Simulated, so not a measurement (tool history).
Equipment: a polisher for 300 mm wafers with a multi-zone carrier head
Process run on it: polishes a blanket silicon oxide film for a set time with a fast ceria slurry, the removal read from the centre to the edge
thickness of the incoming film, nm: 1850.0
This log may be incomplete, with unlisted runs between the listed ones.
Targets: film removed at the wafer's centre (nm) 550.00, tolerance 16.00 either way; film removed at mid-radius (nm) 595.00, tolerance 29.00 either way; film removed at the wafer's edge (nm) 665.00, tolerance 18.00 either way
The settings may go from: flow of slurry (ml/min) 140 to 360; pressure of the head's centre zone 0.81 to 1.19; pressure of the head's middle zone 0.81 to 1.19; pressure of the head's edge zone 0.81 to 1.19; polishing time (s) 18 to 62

run,day,flow of slurry (ml/min),pressure of the head's centre zone,pressure of the head's middle zone,pressure of the head's edge zone,polishing time (s),film removed at the wafer's centre (nm),film removed at mid-radius (nm),film removed at the wafer's edge (nm)
1,0.000,230,1.00,1.00,1.00,40,569.02,574.10,554.83
2,0.325,235,0.99,0.99,1.02,40,568.56,565.64,564.13
3,0.421,200,0.99,0.99,1.02,40,557.98,572.42,563.04
4,0.567,200,1.04,0.99,1.02,40,580.37,565.69,566.71
5,0.654,200,1.04,0.99,1.02,30,433.55,416.00,417.62
6,0.846,200,1.12,0.99,1.02,30,468.56,417.61,417.65
7,1.133,205,1.02,0.98,1.12,41,586.61,583.45,600.14
8,1.233,200,1.00,0.97,1.13,41,568.93,565.67,607.94
9,1.429,195,0.99,0.97,1.14,41,562.28,563.15,606.84
10,1.779,190,0.98,0.97,1.15,41,552.34,551.79,602.98
11,2.142,190,0.97,0.97,1.16,41,554.34,555.08,608.60
12,2.229,190,0.96,0.97,1.16,41,539.91,546.25,609.13
13,2.358,190,0.95,0.97,1.16,41,528.44,541.67,611.24
14,2.675,190,0.95,0.97,1.16,41,540.11,537.94,604.67
15,3.029,190,0.94,0.98,1.16,41,530.96,566.31,608.21

Which single option among these 5 for the next run brings every result within its allowed miss of target? Just one does.
A,3.383,210,0.88,0.93,1.14,45,?,?,?
B,3.383,205,0.99,0.85,1.19,44,?,?,?
C,3.383,215,0.99,1.11,1.07,40,?,?,?
D,3.383,240,0.90,0.84,1.19,43,?,?,?
E,3.383,205,0.90,0.95,1.19,39,?,?,?

move,film removed at the wafer's centre (nm),film removed at mid-radius (nm),film removed at the wafer's edge (nm)
A,558.64,588.69,677.98
B,612.18,532.81,676.69
C,562.11,607.89,583.77
D,557.38,527.94,672.74
E,493.25,517.12,599.01
A: in spec on every target
B: the furthest-off result lands on target, but another misses its tolerance
C: further off than the last run
D: the furthest-off result lands on target, but another misses its tolerance
E: further off than the last run
Move A is the one to make.

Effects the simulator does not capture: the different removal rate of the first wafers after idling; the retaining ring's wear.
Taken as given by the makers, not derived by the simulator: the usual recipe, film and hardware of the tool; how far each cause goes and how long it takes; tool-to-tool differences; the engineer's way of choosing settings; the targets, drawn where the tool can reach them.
